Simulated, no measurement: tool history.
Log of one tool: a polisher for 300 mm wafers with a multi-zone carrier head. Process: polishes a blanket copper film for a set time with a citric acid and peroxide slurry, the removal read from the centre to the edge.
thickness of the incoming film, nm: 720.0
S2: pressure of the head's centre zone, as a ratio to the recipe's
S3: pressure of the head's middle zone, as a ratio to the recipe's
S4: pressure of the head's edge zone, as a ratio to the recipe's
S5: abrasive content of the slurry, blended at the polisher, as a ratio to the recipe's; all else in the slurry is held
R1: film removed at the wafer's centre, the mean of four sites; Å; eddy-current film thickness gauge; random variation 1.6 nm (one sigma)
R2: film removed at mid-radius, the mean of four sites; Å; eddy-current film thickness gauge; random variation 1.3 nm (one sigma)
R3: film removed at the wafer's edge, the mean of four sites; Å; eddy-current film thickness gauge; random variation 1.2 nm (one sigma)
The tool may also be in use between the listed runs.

Run 1, hour 0: flow of slurry (ml/min) 265, S2 1, S3 1, S4 1, S5 1, polishing time (s) 67. Result: R1 1806.9 Å, R2 1785.2 Å, R3 1728 Å.
Run 2, hour 4.7: flow of slurry (ml/min) 265, S2 1.01, S3 1.01, S4 0.97, S5 0.95, polishing time (s) 67. Result: R1 1783.1 Å, R2 1745.7 Å, R3 1688.6 Å.
Run 3, hour 9: flow of slurry (ml/min) 270, S2 1.03, S3 1.04, S4 0.95, S5 0.95, polishing time (s) 67. Result: R1 1817.9 Å, R2 1809.9 Å, R3 1682 Å.
Run 4, hour 17.5: flow of slurry (ml/min) 270, S2 1.05, S3 1.05, S4 0.93, S5 0.9, polishing time (s) 67. Result: R1 1881.1 Å, R2 1804.8 Å, R3 1645.1 Å.
Run 5, hour 23.4: flow of slurry (ml/min) 265, S2 1.05, S3 1.06, S4 0.91, S5 0.9, polishing time (s) 67. Result: R1 1811.5 Å, R2 1814.3 Å, R3 1646.6 Å.
Run 6, hour 27.4: flow of slurry (ml/min) 265, S2 1.05, S3 1.06, S4 0.86, S5 0.9, polishing time (s) 67. Result: R1 1834.3 Å, R2 1829.8 Å, R3 1579.6 Å.

Forecast run 7:
Run 7, hour 34.9: flow of slurry (ml/min) 265, S2 1.06, S3 1.06, S4 0.85, S5 0.9, polishing time (s) 67. Result: R1 ?, R2 ?, R3 ?.

R1: 1863.4 Å
R2: 1805.2 Å
R3: 1584.9 Å
